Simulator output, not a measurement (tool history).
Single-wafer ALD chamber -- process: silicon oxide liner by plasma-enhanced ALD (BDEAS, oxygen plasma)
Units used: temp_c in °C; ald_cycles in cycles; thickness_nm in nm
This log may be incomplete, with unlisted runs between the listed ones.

Run 1, day 0.000: temp_c 325 °C, ald_cycles 68 cycles. Result: thickness_nm 6.8118 nm.
Run 2, day 0.288: temp_c 325 °C, ald_cycles 59 cycles. Result: thickness_nm 5.9117 nm.
Run 3, day 0.462: temp_c 325 °C, ald_cycles 52 cycles. Result: thickness_nm 5.2201 nm.
Run 4, day 0.808: temp_c 324 °C, ald_cycles 59 cycles. Result: thickness_nm 5.9330 nm.
Run 5, day 1.000: temp_c 324 °C, ald_cycles 51 cycles. Result: thickness_nm 5.1202 nm.
Run 6, day 1.083: temp_c 323 °C, ald_cycles 58 cycles. Result: thickness_nm 5.8345 nm.

For run 7, what comes out?
Run 7, day 1.288: temp_c 320 °C, ald_cycles 69 cycles. Result: thickness_nm ?.

Run 7 came out at thickness_nm 6.9723 nm.
